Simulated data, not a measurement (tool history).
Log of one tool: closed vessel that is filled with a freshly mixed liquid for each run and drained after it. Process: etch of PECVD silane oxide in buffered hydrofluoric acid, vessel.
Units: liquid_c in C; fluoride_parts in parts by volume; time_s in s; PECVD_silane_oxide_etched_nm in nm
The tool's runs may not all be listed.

Run 1, hour 0: liquid_c 25 C, fluoride_parts 7.5 parts by volume, time_s 105 s. Result: PECVD_silane_oxide_etched_nm 225.36 nm.
Run 2, hour 6.6: liquid_c 24.5 C, fluoride_parts 7.5 parts by volume, time_s 105 s. Result: PECVD_silane_oxide_etched_nm 218.77 nm.
Run 3, hour 9.7: liquid_c 24 C, fluoride_parts 7.5 parts by volume, time_s 105 s. Result: PECVD_silane_oxide_etched_nm 211.66 nm.
Run 4, hour 14.9: liquid_c 24 C, fluoride_parts 6 parts by volume, time_s 105 s. Result: PECVD_silane_oxide_etched_nm 262.03 nm.
At hour 17.8: thermometer replaced.
Run 5, hour 17.8: liquid_c 23.5 C, fluoride_parts 6 parts by volume, time_s 105 s. Result: PECVD_silane_oxide_etched_nm 238.82 nm.
Run 6, hour 23.5: liquid_c 23.5 C, fluoride_parts 6 parts by volume, time_s 115 s. Result: PECVD_silane_oxide_etched_nm 262.05 nm.
Run 7, hour 32: liquid_c 23 C, fluoride_parts 6 parts by volume, time_s 115 s. Result: PECVD_silane_oxide_etched_nm 254.96 nm.
Run 8, hour 36: liquid_c 22.5 C, fluoride_parts 6 parts by volume, time_s 115 s. Result: PECVD_silane_oxide_etched_nm 246.96 nm.
Run 9, hour 44.3: liquid_c 22 C, fluoride_parts 6 parts by volume, time_s 115 s. Result: PECVD_silane_oxide_etched_nm 239.8 nm.
Run 10, hour 47.4: liquid_c 21.5 C, fluoride_parts 6 parts by volume, time_s 115 s. Result: PECVD_silane_oxide_etched_nm 231.72 nm.
Run 11, hour 56.1: liquid_c 21 C, fluoride_parts 6 parts by volume, time_s 115 s. Result: PECVD_silane_oxide_etched_nm 228.24 nm.
Run 12, hour 57.3: liquid_c 20.5 C, fluoride_parts 6 parts by volume, time_s 115 s. Result: PECVD_silane_oxide_etched_nm 220.82 nm.
Run 13, hour 60.3: liquid_c 20 C, fluoride_parts 6 parts by volume, time_s 115 s. Result: PECVD_silane_oxide_etched_nm 215.82 nm.
Run 14, hour 64.1: liquid_c 19.5 C, fluoride_parts 6 parts by volume, time_s 115 s. Result: PECVD_silane_oxide_etched_nm 209.66 nm.
Run 15, hour 70: liquid_c 18.5 C, fluoride_parts 6 parts by volume, time_s 115 s. Result: PECVD_silane_oxide_etched_nm 198.09 nm.

The next listed run, before its measurement:
Run 16, hour 77.2: liquid_c 18 C, fluoride_parts 6 parts by volume, time_s 115 s. Result: PECVD_silane_oxide_etched_nm ?.

Run 16 gave PECVD_silane_oxide_etched_nm 192.29 nm.

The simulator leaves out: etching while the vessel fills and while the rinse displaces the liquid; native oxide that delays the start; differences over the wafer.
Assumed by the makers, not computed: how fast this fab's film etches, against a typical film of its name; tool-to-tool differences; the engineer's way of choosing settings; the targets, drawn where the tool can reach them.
